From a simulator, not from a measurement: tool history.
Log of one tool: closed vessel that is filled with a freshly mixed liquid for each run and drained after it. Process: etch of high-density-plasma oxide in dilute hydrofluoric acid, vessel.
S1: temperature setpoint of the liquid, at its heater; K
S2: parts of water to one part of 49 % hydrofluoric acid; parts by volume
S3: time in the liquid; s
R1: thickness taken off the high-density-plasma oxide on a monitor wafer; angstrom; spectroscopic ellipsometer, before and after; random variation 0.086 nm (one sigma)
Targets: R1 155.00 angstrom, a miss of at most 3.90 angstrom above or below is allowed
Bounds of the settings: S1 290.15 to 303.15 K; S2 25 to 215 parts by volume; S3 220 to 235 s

run	hour	S1	S2	S3	R1
1	0.0	295.15	120	220	145.87
2	3.0	295.15	80	220	230.72
3	5.3	297.15	80	220	250.32
4	13.6	295.65	85	220	220.67
5	17.4	294.65	85	220	213.41
6	23.6	293.65	90	220	192.14
7	25.9	293.15	90	220	186.69
# hour 31.3: thermometer replaced
8	31.3	292.65	90	220	168.53
9	33.7	292.15	90	220	165.93
10	41.8	291.65	90	220	161.71

5 candidate next runs follow, results not yet known. Just one meets every target within its allowed miss. Identify it.
A	49.9	294.65	105	230	?
B	49.9	290.65	90	235	?
C	49.9	290.65	90	220	?
D	49.9	290.15	85	220	?
E	49.9	290.15	100	235	?

move	R1
A	161.06
B	165.46
C	154.90
D	161.43
E	144.28
A: nearer the targets than the last run, but a result is still out of spec
B: the biggest miss grows against the last run
C: all results land within tolerance of their targets
D: as far off as the last run
E: takes the biggest miss from the last run beyond its target
C meets every target.
